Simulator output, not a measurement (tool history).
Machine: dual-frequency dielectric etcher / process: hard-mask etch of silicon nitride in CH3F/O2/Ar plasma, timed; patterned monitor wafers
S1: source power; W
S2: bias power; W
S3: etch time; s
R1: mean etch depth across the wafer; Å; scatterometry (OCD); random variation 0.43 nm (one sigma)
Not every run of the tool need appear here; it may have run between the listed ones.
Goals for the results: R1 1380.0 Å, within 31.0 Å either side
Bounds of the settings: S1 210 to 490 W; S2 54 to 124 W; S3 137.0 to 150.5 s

| run | hour | S1 | S2 | S3 | R1 |
|---|---|---|---|---|---|
| 1 | 0.0 | 350 | 89 | 150.5 | 1128.5 |
| 2 | 1.9 | 380 | 93 | 150.5 | 1193.6 |
| 3 | 2.7 | 400 | 95 | 150.5 | 1240.1 |
| 4 | 3.6 | 400 | 95 | 150.5 | 1244.7 |
| 5 | 7.0 | 360 | 95 | 150.5 | 1174.8 |
| 6 | 9.4 | 390 | 96 | 150.5 | 1232.2 |
| 7 | 12.6 | 410 | 97 | 150.5 | 1273.2 |
| 8 | 14.9 | 420 | 98 | 150.5 | 1288.0 |
| 9 | 22.1 | 430 | 99 | 150.5 | 1316.1 |
| 10 | 27.7 | 440 | 99 | 150.5 | 1319.4 |

Pick the move, out of 4, that brings all results within their allowed miss; only one does.
| A | 33.3 | 480 | 92 | 141.0 | ? |
| B | 33.3 | 490 | 111 | 148.0 | ? |
| C | 33.3 | 490 | 97 | 150.5 | ? |
| D | 33.3 | 430 | 100 | 147.5 | ? |

| move | R1 |
|---|---|
| A | 1251.7 |
| B | 1441.8 |
| C | 1380.9 |
| D | 1290.6 |
A: lands further from the targets than the last run did
B: moves the result that the last run missed by most past its target, out the other side
C: meets every target
D: lands further from the targets than the last run did
C is the move that brings every result within its allowed miss.
